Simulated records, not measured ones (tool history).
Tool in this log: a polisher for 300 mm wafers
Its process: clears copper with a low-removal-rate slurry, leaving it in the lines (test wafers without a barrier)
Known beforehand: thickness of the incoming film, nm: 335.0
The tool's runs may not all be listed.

| run | hour | flow of slurry (ml/min) | pressure of the wafer on the pad (kPa) | speed of the pad under the wafer (cm/s) | abrasive content of the slurry | overpolish time after the end point (s) | time until the end point was called (s) | dishing of a wide line in a test structure (nm) |
|---|---|---|---|---|---|---|---|---|
| 1 | 0.0 | 245 | 28.3 | 102 | 1.0 | 13 | 76.034 | 37.225 |
| 2 | 6.4 | 245 | 28.3 | 124 | 1.0 | 13 | 62.125 | 44.103 |
| 3 | 10.4 | 245 | 28.3 | 136 | 1.0 | 13 | 57.582 | 46.682 |
| 4 | 13.5 | 245 | 31.7 | 136 | 1.0 | 13 | 52.555 | 52.302 |
| 5 | 21.3 | 245 | 31.7 | 114 | 1.0 | 13 | 63.022 | 44.099 |
| 6 | 22.1 | 245 | 28.3 | 112 | 1.0 | 15 | 68.780 | 45.748 |
| 7 | 27.3 | 245 | 25.5 | 110 | 1.0 | 16 | 75.961 | 46.251 |

Run 8 comes next. What will it give?
| 8 | 33.4 | 245 | 23.4 | 110 | 1.0 | 17 | ? | ? |

time until the end point was called (s): 77.843
dishing of a wide line in a test structure (nm): 44.164
